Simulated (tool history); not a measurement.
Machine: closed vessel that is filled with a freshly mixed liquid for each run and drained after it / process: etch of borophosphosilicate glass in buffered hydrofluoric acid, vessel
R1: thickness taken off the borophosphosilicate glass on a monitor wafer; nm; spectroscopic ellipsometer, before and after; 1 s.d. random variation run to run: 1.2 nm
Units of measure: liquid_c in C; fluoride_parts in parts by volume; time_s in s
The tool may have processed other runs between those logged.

Run 1, day 0.000: liquid_c 24 C, fluoride_parts 14.5 parts by volume, time_s 85 s. Result: R1 259.63 nm.
Run 2, day 0.092: liquid_c 25 C, fluoride_parts 14.5 parts by volume, time_s 85 s. Result: R1 273.89 nm.
Run 3, day 0.417: liquid_c 25 C, fluoride_parts 17.5 parts by volume, time_s 85 s. Result: R1 229.11 nm.
Run 4, day 0.604: liquid_c 25 C, fluoride_parts 17.5 parts by volume, time_s 95 s. Result: R1 253.90 nm.
Run 5, day 0.817: liquid_c 25 C, fluoride_parts 17.5 parts by volume, time_s 85 s. Result: R1 227.29 nm.
Run 6, day 0.850: liquid_c 26 C, fluoride_parts 17.5 parts by volume, time_s 85 s. Result: R1 239.42 nm.

Expected results for the next run?
Run 7, day 0.938: liquid_c 27 C, fluoride_parts 17.5 parts by volume, time_s 85 s. Result: R1 ?.

{"run 7": {"R1": 254.7}}
